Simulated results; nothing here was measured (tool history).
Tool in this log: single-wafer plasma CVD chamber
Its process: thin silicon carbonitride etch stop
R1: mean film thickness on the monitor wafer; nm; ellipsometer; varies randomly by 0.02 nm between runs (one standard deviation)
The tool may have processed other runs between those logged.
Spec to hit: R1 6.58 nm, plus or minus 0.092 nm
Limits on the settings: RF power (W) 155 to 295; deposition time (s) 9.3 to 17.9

{"run": 1, "hour": 0.0, "RF power (W)": 225, "deposition time (s)": 13.6, "R1": 8.1473}
{"run": 2, "hour": 1.7, "RF power (W)": 225, "deposition time (s)": 14.3, "R1": 8.6228}
{"run": 3, "hour": 5.3, "RF power (W)": 210, "deposition time (s)": 13.6, "R1": 8.0185}
{"run": 4, "hour": 9.2, "RF power (W)": 210, "deposition time (s)": 15.5, "R1": 9.151}
{"run": 5, "hour": 14.6, "RF power (W)": 195, "deposition time (s)": 14.5, "R1": 8.3544}
{"run": 6, "hour": 22.7, "RF power (W)": 195, "deposition time (s)": 16.3, "R1": 9.3555}
{"run": 7, "hour": 25.3, "RF power (W)": 185, "deposition time (s)": 15.1, "R1": 8.5814}
{"run": 8, "hour": 26.7, "RF power (W)": 175, "deposition time (s)": 14.1, "R1": 7.8622}

Which of these 4 next moves meets every target?
{"run": "A", "hour": 28.1, "RF power (W)": 165, "deposition time (s)": 12, "R1": "?"}
{"run": "B", "hour": 28.1, "RF power (W)": 190, "deposition time (s)": 14.8, "R1": "?"}
{"run": "C", "hour": 28.1, "RF power (W)": 165, "deposition time (s)": 11.3, "R1": "?"}
{"run": "D", "hour": 28.1, "RF power (W)": 160, "deposition time (s)": 11.5, "R1": "?"}

move=A R1=6.5768
move=B R1=8.4679
move=C R1=6.1932
move=D R1=6.2438
A: meets every target
B: moves away from the targets compared with the last run
C: carries the result that was furthest off beyond its target, to the other side
D: carries the result that was furthest off beyond its target, to the other side
The right move is A.

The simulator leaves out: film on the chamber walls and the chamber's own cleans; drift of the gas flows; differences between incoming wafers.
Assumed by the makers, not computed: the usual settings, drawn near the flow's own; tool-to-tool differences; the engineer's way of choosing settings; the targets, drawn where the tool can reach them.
